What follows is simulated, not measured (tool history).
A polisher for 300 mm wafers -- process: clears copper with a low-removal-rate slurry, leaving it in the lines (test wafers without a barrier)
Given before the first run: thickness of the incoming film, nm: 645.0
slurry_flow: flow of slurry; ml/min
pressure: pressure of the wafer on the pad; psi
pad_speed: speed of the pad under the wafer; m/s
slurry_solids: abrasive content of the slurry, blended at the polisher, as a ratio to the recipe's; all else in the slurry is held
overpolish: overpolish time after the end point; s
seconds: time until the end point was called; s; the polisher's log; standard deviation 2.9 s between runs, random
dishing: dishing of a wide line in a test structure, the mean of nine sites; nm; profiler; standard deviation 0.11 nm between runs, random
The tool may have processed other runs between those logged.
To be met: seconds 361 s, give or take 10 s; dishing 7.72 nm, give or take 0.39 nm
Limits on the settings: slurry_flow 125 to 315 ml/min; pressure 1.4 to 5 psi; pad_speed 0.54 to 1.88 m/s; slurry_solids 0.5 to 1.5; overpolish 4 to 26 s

| run | day | slurry_flow | pressure | pad_speed | slurry_solids | overpolish | seconds | dishing |
|---|---|---|---|---|---|---|---|---|
| 1 | 0 | 205 | 3.2 | 1.2 | 1 | 13 | 200.57 | 26.248 |
| 2 | 0.138 | 210 | 2.9 | 1.18 | 1 | 11 | 223.44 | 21.394 |
| 3 | 0.196 | 210 | 2.3 | 1.18 | 1 | 11 | 280.33 | 17.083 |
| 4 | 0.283 | 210 | 1.7 | 1.18 | 1 | 11 | 372.91 | 12.909 |
| 5 | 0.375 | 200 | 1.7 | 1.2 | 1 | 10 | 364.99 | 11.879 |
| 6 | 0.504 | 240 | 1.7 | 1.2 | 1 | 10 | 360.73 | 12.695 |
| 7 | 0.633 | 185 | 1.8 | 1.2 | 1 | 4 | 351.89 | 5.5191 |
| 8 | 0.854 | 240 | 1.6 | 1.2 | 1 | 5 | 384.83 | 6.1502 |
| 9 | 1.171 | 285 | 1.9 | 1.2 | 1 | 7 | 319.44 | 9.9175 |
| 10 | 1.379 | 270 | 1.9 | 1.2 | 1 | 7 | 321.11 | 9.9444 |
| 11 | 1.492 | 255 | 1.9 | 1.2 | 1 | 7 | 317.46 | 10.131 |
| 12 | 1.608 | 240 | 1.9 | 1.2 | 1 | 7 | 323.23 | 10.029 |
| 13 | 1.654 | 225 | 1.9 | 1.2 | 1 | 7 | 321.04 | 9.6322 |
| 14 | 1.946 | 220 | 1.9 | 1.2 | 1 | 7 | 330.03 | 9.9052 |
| 15 | 2.083 | 215 | 1.9 | 1.2 | 1 | 7 | 327.76 | 9.8986 |
| 16 | 2.429 | 215 | 1.9 | 1.2 | 1 | 7 | 328.37 | 9.7132 |
| 17 | 2.688 | 210 | 1.8 | 1.2 | 1 | 6 | 343.96 | 7.941 |
| 18 | 2.962 | 205 | 1.8 | 1.2 | 1 | 6 | 348.19 | 7.9828 |
| 19 | 3.217 | 200 | 1.8 | 1.2 | 1 | 6 | 347.32 | 8.0043 |
|  | 3.267 | slurry blender recalibrated |
| 20 | 3.267 | 195 | 1.8 | 1.2 | 1 | 6 | 334.15 | 8.4706 |

Below are 4 possible settings for the next run. Only one of them brings all results inside the allowed miss of their targets. Which is it?
| A | 3.317 | 195 | 1.7 | 1.32 | 1 | 7 | ? | ? |
| B | 3.317 | 155 | 2.2 | 1.14 | 1.05 | 6 | ? | ? |
| C | 3.317 | 150 | 2 | 0.98 | 1.35 | 6 | ? | ? |
| D | 3.317 | 190 | 1.5 | 1.26 | 1.15 | 7 | ? | ? |

| move | seconds | dishing |
|---|---|---|
| A | 319.93 | 9.6869 |
| B | 298.17 | 8.9973 |
| C | 360.48 | 7.4981 |
| D | 366.26 | 8.5058 |
A: its largest miss is bigger than the last run's
B: its largest miss is bigger than the last run's
C: all results in spec
D: brings the last run's worst result on target, with another outside its allowed miss
Go with C: it meets all targets.
